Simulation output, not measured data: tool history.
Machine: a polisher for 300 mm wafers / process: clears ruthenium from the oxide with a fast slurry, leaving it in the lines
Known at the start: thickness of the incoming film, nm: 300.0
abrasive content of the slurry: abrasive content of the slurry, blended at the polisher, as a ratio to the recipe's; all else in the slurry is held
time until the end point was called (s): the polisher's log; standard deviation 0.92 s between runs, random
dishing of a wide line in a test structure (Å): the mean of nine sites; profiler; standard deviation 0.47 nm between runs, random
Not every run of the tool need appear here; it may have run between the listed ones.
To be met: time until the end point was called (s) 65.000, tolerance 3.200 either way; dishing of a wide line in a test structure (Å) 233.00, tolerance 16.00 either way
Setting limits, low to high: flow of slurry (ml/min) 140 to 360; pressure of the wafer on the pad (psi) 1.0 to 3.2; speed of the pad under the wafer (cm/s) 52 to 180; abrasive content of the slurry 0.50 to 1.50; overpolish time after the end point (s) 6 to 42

run,hour,flow of slurry (ml/min),pressure of the wafer on the pad (psi),speed of the pad under the wafer (cm/s),abrasive content of the slurry,overpolish time after the end point (s),time until the end point was called (s),dishing of a wide line in a test structure (Å)
1,0.0,230,2.1,116,1.00,21,84.154,583.30
2,7.6,230,2.1,116,1.00,12,84.823,353.41
3,13.7,230,2.2,116,1.00,10,82.931,309.39
4,19.4,270,2.2,116,1.00,10,79.117,305.78
5,20.8,270,2.2,116,1.00,6,80.650,193.86
6,29.0,270,2.3,116,1.00,6,74.473,198.67
7,37.5,265,2.4,118,1.00,6,71.461,211.74
8,39.3,260,2.5,120,1.00,6,68.774,219.06

4 next moves are on the table. One of them brings every result within its allowed miss. Which?
A,41.1,255,2.6,108,0.95,8,?,?
B,41.1,265,2.5,124,1.05,6,?,?
C,41.1,315,2.5,116,0.85,6,?,?
D,41.1,205,2.2,138,0.95,6,?,?

move,time until the end point was called (s),dishing of a wide line in a test structure (Å)
A,76.093,264.04
B,67.124,226.68
C,76.205,200.98
D,73.911,206.90
A: its largest miss is bigger than the last run's
B: each result inside its tolerance
C: its largest miss is bigger than the last run's
D: its largest miss is bigger than the last run's
Correct choice: B, which meets every target
